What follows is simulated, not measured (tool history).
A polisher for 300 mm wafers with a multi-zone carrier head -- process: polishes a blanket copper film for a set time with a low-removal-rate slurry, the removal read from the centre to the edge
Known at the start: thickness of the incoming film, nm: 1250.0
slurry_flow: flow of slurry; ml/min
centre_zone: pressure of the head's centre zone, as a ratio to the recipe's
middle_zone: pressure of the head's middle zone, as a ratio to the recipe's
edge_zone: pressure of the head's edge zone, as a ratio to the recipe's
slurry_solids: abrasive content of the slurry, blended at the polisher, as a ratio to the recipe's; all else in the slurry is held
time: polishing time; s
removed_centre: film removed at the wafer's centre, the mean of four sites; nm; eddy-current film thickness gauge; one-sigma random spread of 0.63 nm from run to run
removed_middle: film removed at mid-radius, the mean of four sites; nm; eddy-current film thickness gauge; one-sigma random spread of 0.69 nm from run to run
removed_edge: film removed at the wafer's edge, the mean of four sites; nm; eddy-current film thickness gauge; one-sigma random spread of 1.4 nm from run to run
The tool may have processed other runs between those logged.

run	hour	slurry_flow	centre_zone	middle_zone	edge_zone	slurry_solids	time	removed_centre	removed_middle	removed_edge
1	0	170	1	1	1	1	34	111.32	108.63	110.96
2	8.3	140	1	1	1	1	34	106.05	105.26	103.69
3	11.2	135	1	1	1	1	34	105.6	104.28	107.33
4	13.4	130	1	1	0.99	1	34	103.73	103.73	105.72
5	18.9	130	1.01	1	0.98	1	34	105.99	103.1	106.2
6	20.4	130	1.01	1.07	0.98	1	34	105.46	110.54	106.56
7	22.9	130	1.01	1.06	0.97	1	34	105.17	109.4	104.83
8	29.8	125	1.01	1.05	0.96	1	34	104.85	105.5	102.92
9	34	120	1.01	1.05	0.96	1	34	103.14	106.1	104.03
10	36.2	120	1.01	1.05	0.95	1	34	103.4	106.53	104.31

Run 11, settings as shown, results not yet in. Your forecast:
11	42.8	120	1.01	1.05	0.94	0.95	34	?	?	?

{"run 11": {"removed_centre": 101.78, "removed_middle": 105.08, "removed_edge": 103.69}}
